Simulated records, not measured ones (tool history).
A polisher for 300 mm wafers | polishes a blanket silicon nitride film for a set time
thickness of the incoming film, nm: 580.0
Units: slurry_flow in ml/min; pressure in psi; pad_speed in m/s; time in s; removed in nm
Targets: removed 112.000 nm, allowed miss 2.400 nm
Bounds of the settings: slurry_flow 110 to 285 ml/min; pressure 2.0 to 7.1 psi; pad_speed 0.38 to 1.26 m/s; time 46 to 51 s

| run | hour | slurry_flow | pressure | pad_speed | time | removed |
|---|---|---|---|---|---|---|
| 1 | 0.0 | 180 | 4.5 | 0.82 | 51 | 94.928 |
| 2 | 6.9 | 180 | 4.5 | 0.62 | 51 | 81.013 |
| 3 | 8.7 | 180 | 4.1 | 0.62 | 51 | 73.941 |
| 4 | 14.5 | 190 | 4.5 | 0.62 | 51 | 82.453 |
| 5 | 20.3 | 190 | 3.9 | 0.62 | 51 | 71.607 |
| 6 | 24.6 | 170 | 3.9 | 0.62 | 51 | 70.554 |
| 7 | 30.9 | 170 | 3.9 | 0.62 | 51 | 70.471 |
| 8 | 37.8 | 185 | 4.3 | 0.62 | 51 | 78.461 |
| 9 | 42.0 | 200 | 4.6 | 0.62 | 51 | 84.756 |
| 10 | 46.3 | 210 | 4.8 | 0.62 | 51 | 89.725 |
| 11 | 50.6 | 210 | 4.8 | 0.62 | 51 | 90.362 |
| 12 | 52.5 | 220 | 4.9 | 0.62 | 51 | 91.791 |
| 13 | 59.3 | 225 | 5.1 | 0.62 | 51 | 96.422 |
| 14 | 60.2 | 225 | 5.1 | 0.62 | 51 | 96.265 |
| 15 | 66.4 | 230 | 5.2 | 0.62 | 51 | 98.425 |

Which of these 4 next moves meets every target?
| A | 72.6 | 260 | 5.6 | 0.74 | 49 | ? |
| B | 72.6 | 235 | 5.6 | 0.62 | 51 | ? |
| C | 72.6 | 265 | 5.2 | 0.76 | 50 | ? |
| D | 72.6 | 245 | 5.5 | 0.46 | 49 | ? |

| move | removed |
|---|---|
| A | 112.270 |
| B | 105.700 |
| C | 108.280 |
| D | 87.512 |
A: meets every target
B: nearer than the last run, and not there yet
C: nearer than the last run, and not there yet
D: further off than the last run
Move A is the one to make.

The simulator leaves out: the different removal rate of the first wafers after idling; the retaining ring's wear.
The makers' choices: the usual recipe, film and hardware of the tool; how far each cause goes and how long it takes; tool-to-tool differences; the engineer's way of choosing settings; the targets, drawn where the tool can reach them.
